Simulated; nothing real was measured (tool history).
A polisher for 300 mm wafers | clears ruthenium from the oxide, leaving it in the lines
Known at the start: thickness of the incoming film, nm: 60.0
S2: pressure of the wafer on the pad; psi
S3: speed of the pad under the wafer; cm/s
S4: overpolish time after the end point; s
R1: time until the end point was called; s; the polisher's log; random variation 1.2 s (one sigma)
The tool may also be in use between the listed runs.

{"run": 1, "hour": 0.0, "flow of slurry (ml/min)": 180, "S2": 1.8, "S3": 80, "S4": 40, "R1": 97.065}
{"run": 2, "hour": 1.8, "flow of slurry (ml/min)": 180, "S2": 1.8, "S3": 80, "S4": 40, "R1": 95.231}
{"run": 3, "hour": 9.1, "flow of slurry (ml/min)": 175, "S2": 1.6, "S3": 80, "S4": 40, "R1": 108.64}
{"run": 4, "hour": 13.1, "flow of slurry (ml/min)": 175, "S2": 1.6, "S3": 80, "S4": 40, "R1": 107.26}
{"run": 5, "hour": 15.4, "flow of slurry (ml/min)": 160, "S2": 1.6, "S3": 80, "S4": 40, "R1": 109.55}
{"run": 6, "hour": 20.0, "flow of slurry (ml/min)": 155, "S2": 1.5, "S3": 80, "S4": 40, "R1": 115.27}
{"run": 7, "hour": 24.0, "flow of slurry (ml/min)": 145, "S2": 1, "S3": 80, "S4": 40, "R1": 168.75}
{"run": 8, "hour": 27.9, "flow of slurry (ml/min)": 150, "S2": 1.1, "S3": 80, "S4": 40, "R1": 155.89}

The next listed run, before its measurement:
{"run": 9, "hour": 28.5, "flow of slurry (ml/min)": 190, "S2": 1.2, "S3": 80, "S4": 40, "R1": "?"}

Run 9 gave R1 138.38 s.

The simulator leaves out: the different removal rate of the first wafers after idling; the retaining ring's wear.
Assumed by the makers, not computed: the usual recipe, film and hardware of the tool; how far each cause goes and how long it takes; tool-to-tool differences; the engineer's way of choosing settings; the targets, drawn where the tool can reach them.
